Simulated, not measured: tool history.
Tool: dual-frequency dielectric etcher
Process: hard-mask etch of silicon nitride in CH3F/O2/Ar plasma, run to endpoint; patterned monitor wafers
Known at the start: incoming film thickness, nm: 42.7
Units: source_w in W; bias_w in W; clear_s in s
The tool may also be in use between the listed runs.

run,hour,source_w,bias_w,clear_s
1,0,300,77,61.901
2,8.8,260,77,67.085
3,15.1,280,78,64.554
4,16,300,79,61.434
5,18.4,310,80,59.986
6,25.4,310,85,58.328
7,33.3,320,85,57.542
8,35.2,330,85,56.863
9,43.2,340,85,55.968

Run 10 comes next. What will it give?
10,50.7,350,85,?

Run 10 gave clear_s 55.127 s.
